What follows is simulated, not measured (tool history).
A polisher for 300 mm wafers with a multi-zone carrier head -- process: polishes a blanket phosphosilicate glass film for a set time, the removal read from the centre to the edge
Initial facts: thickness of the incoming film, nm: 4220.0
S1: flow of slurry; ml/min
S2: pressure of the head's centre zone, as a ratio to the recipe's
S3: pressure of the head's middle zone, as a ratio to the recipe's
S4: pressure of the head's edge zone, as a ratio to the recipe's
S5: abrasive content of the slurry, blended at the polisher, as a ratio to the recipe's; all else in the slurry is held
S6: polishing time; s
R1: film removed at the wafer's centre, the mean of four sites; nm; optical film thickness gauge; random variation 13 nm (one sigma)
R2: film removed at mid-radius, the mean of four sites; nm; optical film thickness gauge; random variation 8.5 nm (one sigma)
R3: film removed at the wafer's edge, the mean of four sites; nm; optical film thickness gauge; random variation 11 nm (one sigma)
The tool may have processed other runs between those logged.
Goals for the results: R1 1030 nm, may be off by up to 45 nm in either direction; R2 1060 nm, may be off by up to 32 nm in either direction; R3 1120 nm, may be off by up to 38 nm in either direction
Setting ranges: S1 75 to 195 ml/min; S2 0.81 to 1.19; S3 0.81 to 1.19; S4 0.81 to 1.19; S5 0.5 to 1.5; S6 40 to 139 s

{"run": 1, "hour": 0.0, "S1": 125, "S2": 1, "S3": 1, "S4": 1, "S5": 1, "S6": 89, "R1": 916.23, "R2": 925.47, "R3": 916.72}
{"run": 2, "hour": 6.8, "S1": 135, "S2": 1, "S3": 1, "S4": 1.03, "S5": 1, "S6": 89, "R1": 935.22, "R2": 922.27, "R3": 944.19}
{"run": 3, "hour": 9.6, "S1": 135, "S2": 1, "S3": 1, "S4": 1.09, "S5": 1, "S6": 89, "R1": 937.71, "R2": 938.36, "R3": 965.96}
{"run": 4, "hour": 12.8, "S1": 140, "S2": 0.99, "S3": 1, "S4": 1.11, "S5": 1, "S6": 89, "R1": 930.42, "R2": 947.81, "R3": 974.27}
{"run": 5, "hour": 18.4, "S1": 140, "S2": 0.99, "S3": 1, "S4": 1.11, "S5": 1, "S6": 71, "R1": 727.81, "R2": 762.3, "R3": 789.13}
{"run": 6, "hour": 23.4, "S1": 140, "S2": 1.06, "S3": 1, "S4": 1.11, "S5": 1, "S6": 71, "R1": 795.86, "R2": 757.47, "R3": 777.41}
{"run": 7, "hour": 30.4, "S1": 145, "S2": 1.05, "S3": 1, "S4": 1.12, "S5": 1.1, "S6": 72, "R1": 848.01, "R2": 804.14, "R3": 834.79}
{"run": 8, "hour": 33.9, "S1": 150, "S2": 1.04, "S3": 1, "S4": 1.13, "S5": 1.15, "S6": 73, "R1": 858.87, "R2": 839.99, "R3": 873.87}
{"run": 9, "hour": 41.1, "S1": 155, "S2": 1.04, "S3": 1, "S4": 1.14, "S5": 1.2, "S6": 74, "R1": 887.31, "R2": 860.84, "R3": 901.56}
{"run": 10, "hour": 43.6, "S1": 155, "S2": 1.04, "S3": 1, "S4": 1.14, "S5": 1.2, "S6": 74, "R1": 893.65, "R2": 867.06, "R3": 910.41}
{"run": 11, "hour": 44.7, "S1": 160, "S2": 1.04, "S3": 1, "S4": 1.15, "S5": 1.25, "S6": 75, "R1": 918.68, "R2": 896.14, "R3": 932.39}
{"run": 12, "hour": 52.8, "S1": 160, "S2": 1.03, "S3": 1, "S4": 1.15, "S5": 1.3, "S6": 76, "R1": 928.54, "R2": 917.55, "R3": 952.02}
{"run": 13, "hour": 60.6, "S1": 160, "S2": 1.02, "S3": 1, "S4": 1.16, "S5": 1.35, "S6": 77, "R1": 964.96, "R2": 959.13, "R3": 988.91}
{"run": 14, "hour": 63.2, "S1": 165, "S2": 1.01, "S3": 0.99, "S4": 1.17, "S5": 1.4, "S6": 78, "R1": 980.9, "R2": 987.36, "R3": 1026.1}
{"run": 15, "hour": 64.6, "S1": 165, "S2": 1, "S3": 0.99, "S4": 1.17, "S5": 1.4, "S6": 79, "R1": 987.26, "R2": 998.39, "R3": 1053.7}
{"run": 16, "hour": 70.4, "S1": 170, "S2": 1, "S3": 0.99, "S4": 1.17, "S5": 1.4, "S6": 79, "R1": 981.82, "R2": 993.89, "R3": 1030.2}
{"run": 17, "hour": 75.8, "S1": 165, "S2": 1, "S3": 0.99, "S4": 1.17, "S5": 1.4, "S6": 80, "R1": 994.6, "R2": 996.35, "R3": 1049.4}
{"run": 18, "hour": 77.0, "S1": 165, "S2": 0.99, "S3": 0.99, "S4": 1.18, "S5": 1.45, "S6": 81, "R1": 1025.8, "R2": 1031.7, "R3": 1077.4}
{"run": 19, "hour": 82.1, "S1": 165, "S2": 0.98, "S3": 0.99, "S4": 1.18, "S5": 1.45, "S6": 81, "R1": 1000.2, "R2": 1033.7, "R3": 1072.7}

Pick the move, out of 4, that brings all results within their allowed miss; only one does.
{"run": "A", "hour": 87.2, "S1": 160, "S2": 0.92, "S3": 1.02, "S4": 1.19, "S5": 1.4, "S6": 90, "R1": "?", "R2": "?", "R3": "?"}
{"run": "B", "hour": 87.2, "S1": 140, "S2": 0.82, "S3": 1.02, "S4": 1.16, "S5": 1.4, "S6": 93, "R1": "?", "R2": "?", "R3": "?"}
{"run": "C", "hour": 87.2, "S1": 145, "S2": 0.91, "S3": 1.01, "S4": 1.1, "S5": 1.5, "S6": 83, "R1": "?", "R2": "?", "R3": "?"}
{"run": "D", "hour": 87.2, "S1": 190, "S2": 0.96, "S3": 0.98, "S4": 1.15, "S5": 1.5, "S6": 82, "R1": "?", "R2": "?", "R3": "?"}

move=A R1=1034 R2=1144.3 R3=1190.3
move=B R1=929.3 R2=1158.9 R3=1197.1
move=C R1=951.2 R2=1057.9 R3=1073.5
move=D R1=1037 R2=1059.6 R3=1114.8
A: takes the result that was furthest off past its target
B: takes the result that was furthest off past its target
C: moves away from the targets compared with the last run
D: all results in spec
The right move is D.

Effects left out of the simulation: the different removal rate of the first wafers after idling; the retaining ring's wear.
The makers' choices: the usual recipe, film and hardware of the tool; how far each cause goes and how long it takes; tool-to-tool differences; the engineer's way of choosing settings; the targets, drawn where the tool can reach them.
